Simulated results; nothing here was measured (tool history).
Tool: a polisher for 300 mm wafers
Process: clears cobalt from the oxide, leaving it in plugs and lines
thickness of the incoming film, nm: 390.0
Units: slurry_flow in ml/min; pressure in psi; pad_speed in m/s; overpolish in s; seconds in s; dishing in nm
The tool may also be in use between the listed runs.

run	hour	slurry_flow	pressure	pad_speed	overpolish	seconds	dishing
1	0.0	265	1.9	0.82	28	102.940	46.771
2	8.0	260	1.9	0.82	25	104.510	46.496
3	8.7	260	2.3	0.82	25	86.763	46.713
4	12.7	260	2.3	0.70	25	99.106	45.123
5	19.5	260	2.3	0.70	18	99.926	38.669
6	26.7	225	2.3	0.70	18	100.380	38.513
7	28.9	215	2.4	0.66	17	105.730	36.370
8	30.5	205	2.5	0.64	16	102.840	35.839
9	36.1	200	2.6	0.62	15	104.370	34.375
10	41.7	195	2.7	0.60	14	103.570	33.086
11	43.8	190	2.7	0.58	13	110.410	31.004

The next listed run, before its measurement:
12	49.0	185	2.7	0.58	12	?	?

Run 12 gave seconds 107.990 s, dishing 28.375 nm.

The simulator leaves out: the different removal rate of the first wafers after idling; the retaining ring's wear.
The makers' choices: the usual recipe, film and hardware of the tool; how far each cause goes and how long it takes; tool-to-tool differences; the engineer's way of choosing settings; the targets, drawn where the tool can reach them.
